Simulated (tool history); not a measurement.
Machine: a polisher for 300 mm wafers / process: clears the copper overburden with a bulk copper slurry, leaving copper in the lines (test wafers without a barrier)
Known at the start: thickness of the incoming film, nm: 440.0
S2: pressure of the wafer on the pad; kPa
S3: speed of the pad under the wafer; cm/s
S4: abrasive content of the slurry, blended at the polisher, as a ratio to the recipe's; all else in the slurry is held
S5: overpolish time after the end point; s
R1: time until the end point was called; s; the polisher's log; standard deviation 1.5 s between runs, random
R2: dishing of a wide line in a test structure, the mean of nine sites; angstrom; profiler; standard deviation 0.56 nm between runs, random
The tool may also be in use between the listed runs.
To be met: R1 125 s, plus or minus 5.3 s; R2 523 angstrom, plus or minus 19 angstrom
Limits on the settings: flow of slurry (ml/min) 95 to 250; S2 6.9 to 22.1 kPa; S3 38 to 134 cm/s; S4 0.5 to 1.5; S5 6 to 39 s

{"run": 1, "day": 0.0, "flow of slurry (ml/min)": 160, "S2": 14.5, "S3": 86, "S4": 1, "S5": 20, "R1": 90.821, "R2": 477.42}
{"run": 2, "day": 0.183, "flow of slurry (ml/min)": 155, "S2": 13.1, "S3": 84, "S4": 1, "S5": 24, "R1": 103.25, "R2": 490.18}
{"run": 3, "day": 0.204, "flow of slurry (ml/min)": 155, "S2": 13.1, "S3": 84, "S4": 1.1, "S5": 24, "R1": 100.63, "R2": 486.22}
{"run": 4, "day": 0.417, "flow of slurry (ml/min)": 145, "S2": 12.4, "S3": 84, "S4": 1.05, "S5": 26, "R1": 107.81, "R2": 479.29}
{"run": 5, "day": 0.604, "flow of slurry (ml/min)": 145, "S2": 12.4, "S3": 94, "S4": 1.05, "S5": 26, "R1": 98.525, "R2": 504.9}
{"run": 6, "day": 0.629, "flow of slurry (ml/min)": 145, "S2": 11, "S3": 94, "S4": 1.05, "S5": 26, "R1": 111.69, "R2": 471.4}
{"run": 7, "day": 0.825, "flow of slurry (ml/min)": 145, "S2": 11, "S3": 94, "S4": 1, "S5": 28, "R1": 112.96, "R2": 489.09}
{"run": 8, "day": 0.95, "flow of slurry (ml/min)": 145, "S2": 11, "S3": 94, "S4": 1, "S5": 30, "R1": 113.53, "R2": 495.73}
{"run": 9, "day": 1.292, "flow of slurry (ml/min)": 145, "S2": 11, "S3": 94, "S4": 1, "S5": 32, "R1": 111.64, "R2": 504.51}
{"run": 10, "day": 1.338, "flow of slurry (ml/min)": 130, "S2": 9.7, "S3": 92, "S4": 1, "S5": 39, "R1": 132.86, "R2": 502.41}
{"run": 11, "day": 1.475, "flow of slurry (ml/min)": 135, "S2": 9.7, "S3": 92, "S4": 1, "S5": 39, "R1": 131.33, "R2": 503.97}
{"run": 12, "day": 1.717, "flow of slurry (ml/min)": 140, "S2": 9.7, "S3": 92, "S4": 1, "S5": 39, "R1": 126.26, "R2": 502.94}

Exercise: of the 5 proposed moves below, exactly one satisfies all targets within the stated allowed misses. Which move is it?
{"run": "A", "day": 1.958, "flow of slurry (ml/min)": 100, "S2": 13.8, "S3": 84, "S4": 0.6, "S5": 36, "R1": "?", "R2": "?"}
{"run": "B", "day": 1.958, "flow of slurry (ml/min)": 140, "S2": 9.7, "S3": 92, "S4": 1.05, "S5": 35, "R1": "?", "R2": "?"}
{"run": "C", "day": 1.958, "flow of slurry (ml/min)": 105, "S2": 8.3, "S3": 118, "S4": 1.2, "S5": 37, "R1": "?", "R2": "?"}
{"run": "D", "day": 1.958, "flow of slurry (ml/min)": 150, "S2": 9, "S3": 92, "S4": 1.15, "S5": 37, "R1": "?", "R2": "?"}
{"run": "E", "day": 1.958, "flow of slurry (ml/min)": 220, "S2": 9, "S3": 94, "S4": 1, "S5": 31, "R1": "?", "R2": "?"}

move=A R1=126.29 R2=522.84
move=B R1=128.41 R2=483.99
move=C R1=125.59 R2=480.06
move=D R1=132.31 R2=480.85
move=E R1=127.34 R2=459.36
A: every result lands within tolerance
B: further off than the last run
C: further off than the last run
D: further off than the last run
E: further off than the last run
A meets every target.
